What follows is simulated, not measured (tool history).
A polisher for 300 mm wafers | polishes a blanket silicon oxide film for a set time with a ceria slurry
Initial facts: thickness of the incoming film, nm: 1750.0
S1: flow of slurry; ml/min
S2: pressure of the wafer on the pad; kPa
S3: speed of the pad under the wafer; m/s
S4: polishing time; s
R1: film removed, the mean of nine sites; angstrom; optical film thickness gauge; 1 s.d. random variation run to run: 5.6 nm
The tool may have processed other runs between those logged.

run,day,S1,S2,S3,S4,R1
1,0.000,245,21.4,0.88,99,3363.8
2,0.283,280,21.4,0.88,99,3360.1
3,0.346,235,21.4,0.88,99,3380.8
4,0.442,200,21.4,0.88,99,3331.4
5,0.492,255,21.4,0.88,99,3357.8
6,0.812,255,19.3,0.88,99,3142.9
7,0.933,255,21.4,0.88,99,3316.3

Forecast run 8:
8,1.092,255,23.4,0.88,99,?

Logged for run 8: R1 3610.9 angstrom.

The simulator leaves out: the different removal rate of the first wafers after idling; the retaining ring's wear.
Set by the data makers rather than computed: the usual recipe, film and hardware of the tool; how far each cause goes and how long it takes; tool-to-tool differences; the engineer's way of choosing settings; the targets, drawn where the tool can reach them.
